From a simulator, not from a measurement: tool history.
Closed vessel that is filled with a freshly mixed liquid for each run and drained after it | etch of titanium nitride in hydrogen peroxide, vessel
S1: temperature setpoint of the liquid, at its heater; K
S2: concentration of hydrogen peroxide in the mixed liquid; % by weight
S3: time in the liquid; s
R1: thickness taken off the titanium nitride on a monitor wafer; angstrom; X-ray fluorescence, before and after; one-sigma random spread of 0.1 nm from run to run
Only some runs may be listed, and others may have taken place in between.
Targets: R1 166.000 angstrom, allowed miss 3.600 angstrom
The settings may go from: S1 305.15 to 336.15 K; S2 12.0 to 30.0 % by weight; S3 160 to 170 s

run  hour      S1    S2   S3      R1
  1   0.0  320.15  20.5  160  91.587
  2   7.1  321.15  20.5  160  98.143
  3  10.6  321.15  17.0  160  93.844
  4  17.8  315.65  17.0  160  62.434
  5  22.4  315.65  13.5  160  59.625
  6  28.9  315.65  12.0  160  58.359
  7  32.6  317.15  12.0  160  65.005
  8  38.2  318.65  12.0  160  73.081

5 next moves are on the table. One of them brings every result within its allowed miss. Which?
  A  43.8  313.15  12.5  160   ?
  B  43.8  329.15  12.5  170   ?
  C  43.8  324.65  15.0  170   ?
  D  43.8  313.65  15.0  165   ?
  E  43.8  324.15  14.0  170   ?

move       R1
   A   48.457
   B  166.030
   C  125.560
   D   53.950
   E  119.390
A: misses by more than the last run did
B: all results in spec
C: better than the last run, though not everything is in spec
D: misses by more than the last run did
E: better than the last run, though not everything is in spec
So the answer is move B, the one that meets all the targets.
